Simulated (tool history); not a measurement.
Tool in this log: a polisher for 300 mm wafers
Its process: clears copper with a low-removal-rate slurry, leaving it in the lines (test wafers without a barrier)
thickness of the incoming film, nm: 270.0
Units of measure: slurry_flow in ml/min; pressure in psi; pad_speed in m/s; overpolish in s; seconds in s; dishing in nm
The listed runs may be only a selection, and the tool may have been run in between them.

Run 1, hour 0: slurry_flow 270 ml/min, pressure 4.1 psi, pad_speed 0.84 m/s, slurry_solids 1, overpolish 17 s. Result: seconds 84.482 s, dishing 42.456 nm.
Run 2, hour 8.4: slurry_flow 270 ml/min, pressure 4.5 psi, pad_speed 0.84 m/s, slurry_solids 1, overpolish 17 s. Result: seconds 77.631 s, dishing 46.2 nm.
Run 3, hour 14.9: slurry_flow 270 ml/min, pressure 4.5 psi, pad_speed 0.84 m/s, slurry_solids 1, overpolish 21 s. Result: seconds 78.225 s, dishing 52.754 nm.
Run 4, hour 23.6: slurry_flow 270 ml/min, pressure 4.5 psi, pad_speed 1.02 m/s, slurry_solids 1, overpolish 21 s. Result: seconds 66.878 s, dishing 60.547 nm.
Run 5, hour 25.2: slurry_flow 270 ml/min, pressure 4.5 psi, pad_speed 0.88 m/s, slurry_solids 1, overpolish 21 s. Result: seconds 73.977 s, dishing 55.72 nm.
Run 6, hour 27.1: slurry_flow 270 ml/min, pressure 4.5 psi, pad_speed 0.88 m/s, slurry_solids 1, overpolish 27 s. Result: seconds 75.173 s, dishing 67.136 nm.
Run 7, hour 33.6: slurry_flow 275 ml/min, pressure 4.3 psi, pad_speed 0.88 m/s, slurry_solids 1, overpolish 22 s. Result: seconds 80.436 s, dishing 55.61 nm.

Forecast run 8:
Run 8, hour 40.9: slurry_flow 260 ml/min, pressure 4.3 psi, pad_speed 0.86 m/s, slurry_solids 1, overpolish 19 s. Result: seconds ?, dishing ?.

seconds: 80.102 s
dishing: 49.267 nm

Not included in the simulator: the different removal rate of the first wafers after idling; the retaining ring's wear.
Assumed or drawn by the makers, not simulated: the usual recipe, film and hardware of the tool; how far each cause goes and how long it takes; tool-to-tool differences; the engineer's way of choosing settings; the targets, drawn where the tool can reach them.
